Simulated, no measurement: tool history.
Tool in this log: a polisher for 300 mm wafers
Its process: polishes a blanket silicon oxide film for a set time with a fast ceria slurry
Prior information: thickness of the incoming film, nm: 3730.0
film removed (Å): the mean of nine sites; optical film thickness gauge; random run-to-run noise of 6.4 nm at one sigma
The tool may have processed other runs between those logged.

run,hour,flow of slurry (ml/min),pressure of the wafer on the pad (psi),speed of the pad under the wafer (cm/s),polishing time (s),film removed (Å)
1,0,270,3,116,34,7700.8
2,3.5,270,3.4,116,34,8634.6
3,9.9,270,3.4,116,34,8667.5
4,11.4,270,3.4,132,34,9756.8
5,13.7,270,3.4,132,34,9714.3
6,20.4,270,3.4,108,34,8091.4

What will run 7 give?
7,21.7,275,3.6,108,34,?

film removed (Å): 8565.8
